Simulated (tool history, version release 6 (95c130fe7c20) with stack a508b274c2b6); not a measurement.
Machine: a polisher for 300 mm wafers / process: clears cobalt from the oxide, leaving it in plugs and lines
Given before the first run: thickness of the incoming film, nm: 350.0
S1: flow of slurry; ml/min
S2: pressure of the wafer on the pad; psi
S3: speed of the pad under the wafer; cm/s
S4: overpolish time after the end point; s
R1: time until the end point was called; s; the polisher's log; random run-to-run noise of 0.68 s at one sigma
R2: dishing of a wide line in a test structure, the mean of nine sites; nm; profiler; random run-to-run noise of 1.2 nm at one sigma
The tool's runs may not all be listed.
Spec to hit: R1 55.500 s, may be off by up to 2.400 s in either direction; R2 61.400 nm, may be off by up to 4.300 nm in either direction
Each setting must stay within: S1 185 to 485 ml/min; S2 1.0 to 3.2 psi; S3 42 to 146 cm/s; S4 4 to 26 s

run,hour,S1,S2,S3,S4,R1,R2
1,0.0,310,2.1,94,13,83.147,41.579
2,6.0,310,2.1,114,13,73.460,43.910
3,12.6,310,2.1,128,13,66.743,45.726
4,17.4,275,2.1,128,13,67.418,47.436
5,24.2,275,2.1,106,13,77.538,44.097
6,26.6,275,2.1,106,10,77.751,36.849
7,35.6,275,2.2,106,11,75.610,40.175
8,42.5,275,2.3,106,11,70.815,42.313
9,47.6,275,2.4,106,11,68.405,42.157
10,56.2,275,2.4,106,12,67.201,44.183
11,58.6,275,2.4,106,13,68.232,45.999
12,62.5,275,2.7,108,16,59.111,56.192
13,66.1,275,2.7,108,16,59.883,53.604

Which of these 5 next moves meets every target?
A,69.7,315,2.4,104,23,?,?
B,69.7,325,2.8,116,11,?,?
C,69.7,290,2.9,108,21,?,?
D,69.7,355,2.1,122,25,?,?
E,69.7,310,2.5,104,9,?,?

move,R1,R2
A,66.704,60.162
B,52.856,49.381
C,54.368,61.864
D,66.891,61.487
E,64.193,39.618
A: moves away from the targets compared with the last run
B: the result that was furthest off in the last run now lies on the other side of its target
C: all results in spec
D: moves away from the targets compared with the last run
E: moves away from the targets compared with the last run
So the answer is move C, the one that meets all the targets.

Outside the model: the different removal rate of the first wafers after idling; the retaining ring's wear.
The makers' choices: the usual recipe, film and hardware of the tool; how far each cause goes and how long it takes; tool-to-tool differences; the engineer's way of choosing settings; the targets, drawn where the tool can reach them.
